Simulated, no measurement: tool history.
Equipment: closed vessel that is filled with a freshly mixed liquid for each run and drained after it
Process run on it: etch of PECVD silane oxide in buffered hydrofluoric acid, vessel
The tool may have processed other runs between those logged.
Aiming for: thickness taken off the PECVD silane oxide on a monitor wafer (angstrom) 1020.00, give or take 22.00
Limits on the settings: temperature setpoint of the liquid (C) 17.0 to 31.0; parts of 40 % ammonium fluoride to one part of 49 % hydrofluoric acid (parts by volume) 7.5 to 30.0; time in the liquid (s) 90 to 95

run  hour  temperature setpoint of the liquid (C)  parts of 40 % ammonium fluoride to one part of 49 % hydrofluoric acid (parts by volume)  time in the liquid (s)  thickness taken off the PECVD silane oxide on a monitor wafer (angstrom)
  1   0.0                                    23.0                                                                                     20.5                      90                                                                    632.24
  2   2.3                                    24.0                                                                                     20.5                      90                                                                    670.44
  3   2.9                                    24.5                                                                                     20.5                      90                                                                    688.74
  4   6.9                                    24.5                                                                                     20.5                      95                                                                    725.93
  5   7.7                                    27.5                                                                                     20.5                      95                                                                    853.43
  6  14.8                                    27.5                                                                                     20.5                      95                                                                    850.06
  7  23.7                                    28.0                                                                                     20.5                      95                                                                    873.54
  8  24.2                                    28.5                                                                                     20.5                      95                                                                    900.02
  9  26.0                                    30.0                                                                                     20.5                      95                                                                    970.42

Next run, 4 choices. One meets every target within its allowed miss, the rest don't. Which?
  A  27.8                                    28.5                                                                                     19.5                      90                                                                         ?
  B  27.8                                    31.0                                                                                     19.5                      90                                                                         ?
  C  27.8                                    31.0                                                                                     23.0                      95                                                                         ?
  D  27.8                                    31.0                                                                                     24.0                      95                                                                         ?

move  thickness taken off the PECVD silane oxide on a monitor wafer (angstrom)
   A                                                                    887.77
   B                                                                   1013.10
   C                                                                    948.23
   D                                                                    921.11
A: moves away from the targets compared with the last run
B: each result inside its tolerance
C: moves away from the targets compared with the last run
D: moves away from the targets compared with the last run
So the answer is move B, the one that meets all the targets.
